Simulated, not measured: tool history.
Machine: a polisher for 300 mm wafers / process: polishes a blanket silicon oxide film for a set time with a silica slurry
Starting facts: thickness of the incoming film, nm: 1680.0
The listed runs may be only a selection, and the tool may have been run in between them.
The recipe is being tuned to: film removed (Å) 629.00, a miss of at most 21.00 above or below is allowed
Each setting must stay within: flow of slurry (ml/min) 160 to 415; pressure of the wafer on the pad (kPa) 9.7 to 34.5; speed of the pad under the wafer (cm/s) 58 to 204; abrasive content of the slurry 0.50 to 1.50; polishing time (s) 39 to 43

run  hour  flow of slurry (ml/min)  pressure of the wafer on the pad (kPa)  speed of the pad under the wafer (cm/s)  abrasive content of the slurry  polishing time (s)  film removed (Å)
  1   0.0                      265                                    22.1                                      130                            1.00                  43           1205.70
  2   5.9                      265                                    19.3                                      126                            1.00                  43           1051.30
  3   8.0                      265                                    19.3                                      126                            1.15                  43           1116.80
  4  14.7                      265                                    19.3                                      126                            1.25                  43           1141.90
  5  21.5                      265                                    19.3                                      126                            1.40                  43           1185.80
  6  30.4                      295                                    19.3                                      126                            1.40                  43           1218.60
  7  33.8                      290                                    17.2                                      118                            1.40                  43           1072.40
  8  41.3                      280                                    15.9                                      110                            1.40                  43            950.76
  9  45.8                      275                                    14.5                                      106                            1.40                  43            842.12
 10  52.7                      260                                    13.1                                      106                            1.40                  43            772.26
 11  55.5                      225                                     9.7                                      102                            1.40                  43            556.36
 12  64.2                      235                                     9.7                                      102                            1.40                  43            548.73
 13  69.3                      250                                     9.7                                      102                            1.40                  43            552.69
 14  77.4                      260                                     9.7                                      102                            1.40                  43            555.59
 15  84.5                      260                                    10.3                                      102                            1.40                  43            597.70
 16  88.1                      265                                    10.3                                      102                            1.40                  43            605.01

Consider the 5 candidate settings below. Which is the only one whose results all fall within their allowed miss of target?
  A  91.7                      215                                    10.3                                      104                            1.30                  43                 ?
  B  91.7                      245                                    10.3                                       90                            1.50                  43                 ?
  C  91.7                      165                                    13.1                                       88                            1.50                  39                 ?
  D  91.7                      370                                    11.0                                      132                            1.00                  39                 ?
  E  91.7                      290                                    10.3                                       98                            1.40                  43                 ?

move  film removed (Å)
   A            582.73
   B            582.75
   C            630.49
   D            589.63
   E            598.23
A: the biggest miss grows against the last run
B: the biggest miss grows against the last run
C: hits every target within its allowed miss
D: the biggest miss grows against the last run
E: the biggest miss grows against the last run
Answer: C
